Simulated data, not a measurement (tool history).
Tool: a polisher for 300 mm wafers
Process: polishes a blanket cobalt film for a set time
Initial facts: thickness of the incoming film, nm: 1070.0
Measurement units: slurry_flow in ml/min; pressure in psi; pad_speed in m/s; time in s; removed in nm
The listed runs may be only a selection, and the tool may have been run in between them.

Run 1, hour 0: slurry_flow 170 ml/min, pressure 2.1 psi, pad_speed 1.16 m/s, time 33 s. Result: removed 239.49 nm.
Run 2, hour 7.7: slurry_flow 170 ml/min, pressure 2 psi, pad_speed 1.16 m/s, time 33 s. Result: removed 233.55 nm.
Run 3, hour 10.6: slurry_flow 170 ml/min, pressure 1.9 psi, pad_speed 1.16 m/s, time 33 s. Result: removed 225.14 nm.
Run 4, hour 15.3: slurry_flow 170 ml/min, pressure 1.9 psi, pad_speed 1.42 m/s, time 33 s. Result: removed 276.04 nm.
Run 5, hour 16.4: slurry_flow 185 ml/min, pressure 1.9 psi, pad_speed 1.42 m/s, time 33 s. Result: removed 280.75 nm.
Run 6, hour 20.6: slurry_flow 180 ml/min, pressure 1.8 psi, pad_speed 1.4 m/s, time 33 s. Result: removed 266.7 nm.
Run 7, hour 26.3: slurry_flow 175 ml/min, pressure 1.7 psi, pad_speed 1.38 m/s, time 33 s. Result: removed 251.49 nm.
Run 8, hour 29.5: slurry_flow 175 ml/min, pressure 1.6 psi, pad_speed 1.36 m/s, time 33 s. Result: removed 241.86 nm.

Expected results for the next run?
Run 9, hour 31.4: slurry_flow 175 ml/min, pressure 1.5 psi, pad_speed 1.32 m/s, time 33 s. Result: removed ?.

Run 9 measured removed 222.68 nm.
